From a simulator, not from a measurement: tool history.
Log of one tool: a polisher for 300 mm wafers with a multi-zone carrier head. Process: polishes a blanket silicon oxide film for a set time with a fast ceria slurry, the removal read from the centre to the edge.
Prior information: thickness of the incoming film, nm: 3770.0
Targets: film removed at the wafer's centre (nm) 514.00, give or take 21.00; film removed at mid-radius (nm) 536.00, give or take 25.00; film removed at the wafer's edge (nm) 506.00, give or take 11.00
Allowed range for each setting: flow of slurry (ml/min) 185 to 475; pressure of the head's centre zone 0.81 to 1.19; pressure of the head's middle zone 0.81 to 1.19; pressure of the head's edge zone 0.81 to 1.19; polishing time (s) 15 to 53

| run | day | flow of slurry (ml/min) | pressure of the head's centre zone | pressure of the head's middle zone | pressure of the head's edge zone | polishing time (s) | film removed at the wafer's centre (nm) | film removed at mid-radius (nm) | film removed at the wafer's edge (nm) |
|---|---|---|---|---|---|---|---|---|---|
| 1 | 0.000 | 305 | 1.00 | 1.00 | 1.00 | 34 | 565.34 | 571.66 | 581.13 |
| 2 | 0.338 | 300 | 0.99 | 1.00 | 0.95 | 33 | 547.93 | 557.27 | 551.19 |
| 3 | 0.600 | 300 | 0.99 | 1.00 | 0.95 | 28 | 464.10 | 475.61 | 470.78 |
| 4 | 0.921 | 310 | 1.01 | 1.03 | 0.97 | 28 | 470.25 | 491.02 | 474.18 |
| 5 | 1.033 | 310 | 1.01 | 1.08 | 0.97 | 28 | 473.89 | 502.17 | 469.68 |
| 6 | 1.208 | 310 | 0.95 | 1.08 | 0.97 | 28 | 458.03 | 505.47 | 473.89 |
| 7 | 1.579 | 320 | 0.98 | 1.08 | 0.99 | 28 | 462.04 | 500.10 | 479.00 |
| 8 | 1.946 | 325 | 1.00 | 1.09 | 1.00 | 29 | 478.23 | 526.65 | 497.10 |

Consider the 5 candidate settings below. Which is the only one whose results all fall within their allowed miss of target?
| A | 2.312 | 320 | 0.93 | 1.09 | 1.00 | 28 | ? | ? | ? |
| B | 2.312 | 330 | 1.08 | 1.18 | 0.97 | 28 | ? | ? | ? |
| C | 2.312 | 295 | 1.03 | 1.07 | 0.99 | 30 | ? | ? | ? |
| D | 2.312 | 335 | 0.92 | 1.08 | 0.98 | 28 | ? | ? | ? |
| E | 2.312 | 390 | 0.89 | 1.16 | 1.16 | 27 | ? | ? | ? |

| move | film removed at the wafer's centre (nm) | film removed at mid-radius (nm) | film removed at the wafer's edge (nm) |
|---|---|---|---|
| A | 450.99 | 503.43 | 487.51 |
| B | 507.31 | 540.31 | 480.96 |
| C | 517.07 | 526.23 | 516.59 |
| D | 449.53 | 501.73 | 484.50 |
| E | 429.34 | 521.16 | 512.78 |
A: its largest miss is bigger than the last run's
B: brings the result that was furthest off to its target, and leaves another outside
C: hits every target within its allowed miss
D: its largest miss is bigger than the last run's
E: its largest miss is bigger than the last run's
C is the move that brings every result within its allowed miss.
